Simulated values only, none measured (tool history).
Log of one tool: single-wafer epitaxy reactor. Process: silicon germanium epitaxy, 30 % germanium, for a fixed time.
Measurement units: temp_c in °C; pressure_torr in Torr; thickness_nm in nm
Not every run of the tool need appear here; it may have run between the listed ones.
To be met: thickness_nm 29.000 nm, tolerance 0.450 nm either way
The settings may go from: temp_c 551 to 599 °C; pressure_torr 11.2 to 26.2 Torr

run	hour	temp_c	pressure_torr	thickness_nm
1	0.0	575	18.7	38.635
2	5.6	583	18.7	46.045
3	7.3	583	20.3	47.586
4	12.0	583	18.3	45.836
5	16.7	583	21.4	48.416
6	24.5	594	21.4	61.180
7	29.8	585	21.3	50.090
8	32.0	578	21.2	43.150
9	36.1	566	21.0	32.696
10	37.7	565	21.0	32.136
11	40.3	564	21.0	31.632
12	45.8	564	21.0	31.392
13	48.4	559	20.9	27.663

Next run, 4 choices. One meets every target within its allowed miss, the rest don't. Which?
A	51.0	561	16.7	?
B	51.0	555	21.1	?
C	51.0	559	20.6	?
D	51.0	559	23.3	?

move	thickness_nm
A	27.068
B	25.434
C	27.683
D	28.851
A: the biggest miss grows against the last run
B: the biggest miss grows against the last run
C: about as far from the targets as the last run
D: every result within its allowed miss
Answer: D
